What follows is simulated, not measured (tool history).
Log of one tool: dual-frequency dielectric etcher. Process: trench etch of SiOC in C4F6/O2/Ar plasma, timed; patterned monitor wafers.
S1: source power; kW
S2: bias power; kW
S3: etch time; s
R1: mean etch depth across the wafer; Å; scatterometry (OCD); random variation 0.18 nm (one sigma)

run    day     S1     S2    S3      R1
  1  0.000  0.410  0.224  23.5  491.55
  2  0.121  0.480  0.224  23.5  518.35
  3  0.242  0.480  0.209  23.5  517.64
  4  0.475  0.450  0.202  23.5  499.95
  5  0.521  0.400  0.202  23.5  480.73
  6  0.883  0.430  0.202  23.5  489.29

Forecast run 7:
  7  0.942  0.410  0.198  23.5   ?

{"run 7": {"R1": 475.39}}
